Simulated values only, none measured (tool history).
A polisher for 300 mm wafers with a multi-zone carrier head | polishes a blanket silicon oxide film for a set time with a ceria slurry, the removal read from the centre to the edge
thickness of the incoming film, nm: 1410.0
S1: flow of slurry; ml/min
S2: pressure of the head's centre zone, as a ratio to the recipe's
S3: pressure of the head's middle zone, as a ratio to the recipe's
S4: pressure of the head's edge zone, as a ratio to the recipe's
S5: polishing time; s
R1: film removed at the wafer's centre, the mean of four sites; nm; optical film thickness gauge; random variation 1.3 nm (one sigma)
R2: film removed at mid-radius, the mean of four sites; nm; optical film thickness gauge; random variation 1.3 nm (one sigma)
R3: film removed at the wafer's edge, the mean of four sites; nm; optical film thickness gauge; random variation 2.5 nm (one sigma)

Run 1, hour 0: S1 150 ml/min, S2 1, S3 1, S4 1, S5 74 s. Result: R1 250.36 nm, R2 248.56 nm, R3 255.82 nm.
Run 2, hour 1.5: S1 140 ml/min, S2 0.96, S3 0.96, S4 1, S5 70 s. Result: R1 225.84 nm, R2 225.52 nm, R3 237.85 nm.
Run 3, hour 3.6: S1 140 ml/min, S2 0.96, S3 1.03, S4 1, S5 70 s. Result: R1 224.72 nm, R2 238.45 nm, R3 236.19 nm.
Run 4, hour 11.7: S1 140 ml/min, S2 0.96, S3 1.03, S4 1.06, S5 70 s. Result: R1 223.61 nm, R2 234.45 nm, R3 246.49 nm.
Run 5, hour 19.7: S1 140 ml/min, S2 1, S3 1.03, S4 1.06, S5 70 s. Result: R1 228.32 nm, R2 234.47 nm, R3 246.57 nm.
Run 6, hour 26.8: S1 140 ml/min, S2 1, S3 1.03, S4 1.06, S5 51 s. Result: R1 169.48 nm, R2 170.84 nm, R3 174.03 nm.
Run 7, hour 34.9: S1 135 ml/min, S2 0.99, S3 1.01, S4 1.09, S5 52 s. Result: R1 169.36 nm, R2 172.38 nm, R3 178.59 nm.

Run 8 comes next. What will it give?
Run 8, hour 40.5: S1 125 ml/min, S2 0.97, S3 0.97, S4 1.11, S5 53 s. Result: R1 ?, R2 ?, R3 ?.

Run 8 gave R1 168.62 nm, R2 166.31 nm, R3 182.97 nm.
